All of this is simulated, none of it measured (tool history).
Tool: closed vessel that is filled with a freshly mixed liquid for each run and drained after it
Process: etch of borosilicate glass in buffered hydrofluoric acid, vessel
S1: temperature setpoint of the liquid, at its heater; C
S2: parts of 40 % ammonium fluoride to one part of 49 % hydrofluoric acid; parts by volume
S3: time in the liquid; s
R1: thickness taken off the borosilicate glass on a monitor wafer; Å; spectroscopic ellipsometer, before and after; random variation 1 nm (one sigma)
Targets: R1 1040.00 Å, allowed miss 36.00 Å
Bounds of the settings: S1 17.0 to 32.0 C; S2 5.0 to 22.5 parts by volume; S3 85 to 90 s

| run | hour | S1 | S2 | S3 | R1 |
|---|---|---|---|---|---|
| 1 | 0.0 | 24.0 | 13.5 | 85 | 775.47 |
| 2 | 5.3 | 24.0 | 13.5 | 90 | 831.34 |
| 3 | 11.0 | 24.0 | 13.5 | 85 | 772.14 |
| 4 | 12.3 | 24.0 | 11.5 | 85 | 906.97 |
| 5 | 19.9 | 24.0 | 8.5 | 85 | 1172.20 |
| 6 | 28.6 | 24.0 | 8.5 | 85 | 1164.40 |
| 7 | 37.6 | 23.5 | 8.5 | 85 | 1150.00 |
| 8 | 45.3 | 23.0 | 8.5 | 85 | 1122.60 |

Which of these 4 next moves meets every target?
| A | 53.0 | 26.5 | 13.0 | 90 | ? |
| B | 53.0 | 21.5 | 8.5 | 85 | ? |
| C | 53.0 | 17.0 | 7.5 | 85 | ? |
| D | 53.0 | 17.5 | 7.5 | 85 | ? |

| move | R1 |
|---|---|
| A | 954.90 |
| B | 1020.90 |
| C | 917.65 |
| D | 943.25 |
A: takes the result that was furthest off past its target
B: meets every target
C: takes the result that was furthest off past its target
D: takes the result that was furthest off past its target
Answer: B

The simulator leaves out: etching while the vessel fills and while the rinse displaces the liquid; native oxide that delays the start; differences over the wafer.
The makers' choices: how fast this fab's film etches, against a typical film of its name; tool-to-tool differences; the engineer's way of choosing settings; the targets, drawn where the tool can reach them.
